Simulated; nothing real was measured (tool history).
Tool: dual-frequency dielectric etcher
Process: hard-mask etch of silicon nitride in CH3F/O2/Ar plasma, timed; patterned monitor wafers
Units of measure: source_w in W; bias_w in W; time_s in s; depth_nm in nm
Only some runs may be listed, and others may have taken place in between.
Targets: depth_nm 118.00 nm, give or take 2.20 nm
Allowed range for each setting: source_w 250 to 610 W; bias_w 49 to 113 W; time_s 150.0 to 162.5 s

{"run": 1, "hour": 0.0, "source_w": 430, "bias_w": 81, "time_s": 162.5, "depth_nm": 130.03}
{"run": 2, "hour": 1.6, "source_w": 430, "bias_w": 93, "time_s": 162.5, "depth_nm": 134.5}
{"run": 3, "hour": 7.5, "source_w": 390, "bias_w": 91, "time_s": 162.0, "depth_nm": 129.71}
{"run": 4, "hour": 11.5, "source_w": 460, "bias_w": 91, "time_s": 162.0, "depth_nm": 136.1}
{"run": 5, "hour": 16.0, "source_w": 460, "bias_w": 91, "time_s": 162.5, "depth_nm": 136.86}
{"run": 6, "hour": 16.9, "source_w": 460, "bias_w": 105, "time_s": 162.5, "depth_nm": 141.97}
{"run": 7, "hour": 17.7, "source_w": 410, "bias_w": 101, "time_s": 161.0, "depth_nm": 134.33}
{"run": 8, "hour": 18.7, "source_w": 370, "bias_w": 99, "time_s": 160.5, "depth_nm": 128.7}
{"run": 9, "hour": 22.3, "source_w": 350, "bias_w": 98, "time_s": 160.5, "depth_nm": 126.28}
{"run": 10, "hour": 30.3, "source_w": 330, "bias_w": 97, "time_s": 160.5, "depth_nm": 124.08}
{"run": 11, "hour": 38.5, "source_w": 270, "bias_w": 95, "time_s": 160.0, "depth_nm": 115.53}

Of the 4 settings listed for the next run, only one would bring every result within its allowed miss of target. Which one?
{"run": "A", "hour": 46.7, "source_w": 250, "bias_w": 92, "time_s": 162.5, "depth_nm": "?"}
{"run": "B", "hour": 46.7, "source_w": 260, "bias_w": 99, "time_s": 162.5, "depth_nm": "?"}
{"run": "C", "hour": 46.7, "source_w": 390, "bias_w": 96, "time_s": 150.0, "depth_nm": "?"}
{"run": "D", "hour": 46.7, "source_w": 250, "bias_w": 103, "time_s": 155.5, "depth_nm": "?"}

move=A depth_nm=113.70
move=B depth_nm=117.44
move=C depth_nm=121.53
move=D depth_nm=112.42
A: the biggest miss grows against the last run
B: hits every target within its allowed miss
C: the result that was furthest off in the last run now lies on the other side of its target
D: the biggest miss grows against the last run
The right move is B.
